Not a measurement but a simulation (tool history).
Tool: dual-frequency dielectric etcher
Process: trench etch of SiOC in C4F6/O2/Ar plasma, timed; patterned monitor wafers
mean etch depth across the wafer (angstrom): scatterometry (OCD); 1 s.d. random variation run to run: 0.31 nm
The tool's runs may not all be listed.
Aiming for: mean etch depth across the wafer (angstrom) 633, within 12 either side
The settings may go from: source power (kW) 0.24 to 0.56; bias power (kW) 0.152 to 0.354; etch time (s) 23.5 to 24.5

| run | hour | source power (kW) | bias power (kW) | etch time (s) | mean etch depth across the wafer (angstrom) |
|---|---|---|---|---|---|
| 1 | 0 | 0.4 | 0.253 | 23.5 | 577.27 |
| 2 | 1.9 | 0.4 | 0.253 | 24.5 | 604.31 |
| 3 | 8.4 | 0.4 | 0.253 | 24.5 | 601.79 |
| 4 | 13.4 | 0.41 | 0.254 | 24.5 | 611.69 |
| 5 | 20.8 | 0.42 | 0.255 | 24.5 | 617.7 |
| 6 | 21.5 | 0.42 | 0.255 | 23.5 | 594.38 |
| 7 | 28.1 | 0.43 | 0.256 | 23.5 | 599.28 |
| 8 | 32.5 | 0.44 | 0.257 | 23.5 | 600.98 |
| 9 | 40.2 | 0.45 | 0.258 | 23.5 | 608.19 |
| 10 | 48.4 | 0.46 | 0.259 | 23.5 | 609.62 |
| 11 | 55.1 | 0.47 | 0.26 | 23.5 | 615.32 |

Pick the move, out of 5, that brings all results within their allowed miss; only one does.
| A | 61.8 | 0.39 | 0.255 | 24.5 | ? |
| B | 61.8 | 0.44 | 0.239 | 23.5 | ? |
| C | 61.8 | 0.42 | 0.25 | 24 | ? |
| D | 61.8 | 0.46 | 0.265 | 24 | ? |
| E | 61.8 | 0.43 | 0.242 | 24 | ? |

| move | mean etch depth across the wafer (angstrom) |
|---|---|
| A | 606.44 |
| B | 600.9 |
| C | 608.22 |
| D | 635.97 |
| E | 609.86 |
A: the biggest miss grows against the last run
B: the biggest miss grows against the last run
C: the biggest miss grows against the last run
D: each result inside its tolerance
E: the biggest miss grows against the last run
The move that meets every target is D.
